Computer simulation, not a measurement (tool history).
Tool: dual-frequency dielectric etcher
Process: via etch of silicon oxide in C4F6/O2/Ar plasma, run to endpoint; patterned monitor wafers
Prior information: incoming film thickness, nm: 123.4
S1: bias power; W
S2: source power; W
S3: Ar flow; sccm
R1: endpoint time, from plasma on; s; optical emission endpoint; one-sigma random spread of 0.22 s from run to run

run,hour,S1,S2,S3,R1
1,0.0,554,320,280,26.898
2,0.6,554,280,280,27.945
3,6.4,554,280,321,28.841
4,12.0,522,270,322,29.248
5,19.2,495,260,326,30.399
6,25.4,478,260,327,30.751

For run 7, what comes out?
7,28.5,465,260,328,?

R1: 30.926 s
